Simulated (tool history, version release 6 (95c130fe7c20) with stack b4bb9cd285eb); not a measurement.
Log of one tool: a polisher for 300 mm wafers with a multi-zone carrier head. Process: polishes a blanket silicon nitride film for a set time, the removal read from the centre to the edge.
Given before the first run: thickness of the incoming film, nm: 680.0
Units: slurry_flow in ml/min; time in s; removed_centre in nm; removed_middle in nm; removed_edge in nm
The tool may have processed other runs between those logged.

run 1 hour=0.0 | slurry_flow=190 centre_zone=1.00 middle_zone=1.00 edge_zone=1.00 time=59 | removed_centre=109.940 removed_middle=108.450 removed_edge=106.710
run 2 hour=3.5 | slurry_flow=190 centre_zone=1.00 middle_zone=1.00 edge_zone=1.00 time=46 | removed_centre=86.623 removed_middle=83.782 removed_edge=83.289
run 3 hour=11.7 | slurry_flow=190 centre_zone=1.00 middle_zone=1.00 edge_zone=0.92 time=46 | removed_centre=87.529 removed_middle=85.109 removed_edge=80.657
run 4 hour=13.3 | slurry_flow=225 centre_zone=1.00 middle_zone=1.00 edge_zone=0.92 time=46 | removed_centre=88.060 removed_middle=85.870 removed_edge=79.547
run 5 hour=16.3 | slurry_flow=220 centre_zone=0.98 middle_zone=0.98 edge_zone=0.94 time=45 | removed_centre=83.610 removed_middle=82.096 removed_edge=80.835
run 6 hour=19.4 | slurry_flow=220 centre_zone=0.96 middle_zone=0.96 edge_zone=0.93 time=44 | removed_centre=80.472 removed_middle=79.539 removed_edge=77.732
run 7 hour=20.5 | slurry_flow=215 centre_zone=0.94 middle_zone=0.94 edge_zone=0.95 time=43 | removed_centre=77.319 removed_middle=76.226 removed_edge=75.886
run 8 hour=25.6 | slurry_flow=210 centre_zone=0.92 middle_zone=0.93 edge_zone=0.98 time=42 | removed_centre=72.739 removed_middle=73.297 removed_edge=75.426
run 9 hour=29.9 | slurry_flow=205 centre_zone=0.91 middle_zone=0.92 edge_zone=1.00 time=42 | removed_centre=71.476 removed_middle=72.151 removed_edge=75.439
run 10 hour=37.8 | slurry_flow=200 centre_zone=0.90 middle_zone=0.91 edge_zone=1.02 time=42 | removed_centre=71.461 removed_middle=71.572 removed_edge=76.623
run 11 hour=42.3 | slurry_flow=195 centre_zone=0.89 middle_zone=0.90 edge_zone=1.03 time=42 | removed_centre=71.969 removed_middle=70.826 removed_edge=77.619
run 12 hour=46.7 | slurry_flow=195 centre_zone=0.88 middle_zone=0.89 edge_zone=1.05 time=41 | removed_centre=68.836 removed_middle=68.169 removed_edge=76.295
run 13 hour=53.5 | slurry_flow=190 centre_zone=0.87 middle_zone=0.88 edge_zone=1.06 time=40 | removed_centre=64.758 removed_middle=66.107 removed_edge=74.136
run 14 hour=56.6 | slurry_flow=185 centre_zone=0.87 middle_zone=0.87 edge_zone=1.07 time=40 | removed_centre=64.811 removed_middle=64.970 removed_edge=74.450

What does the tool deliver on the next run?
run 15 hour=58.4 | slurry_flow=180 centre_zone=0.86 middle_zone=0.86 edge_zone=1.08 time=40 | removed_centre=? removed_middle=? removed_edge=?

removed_centre: 64.535 nm
removed_middle: 64.449 nm
removed_edge: 74.857 nm
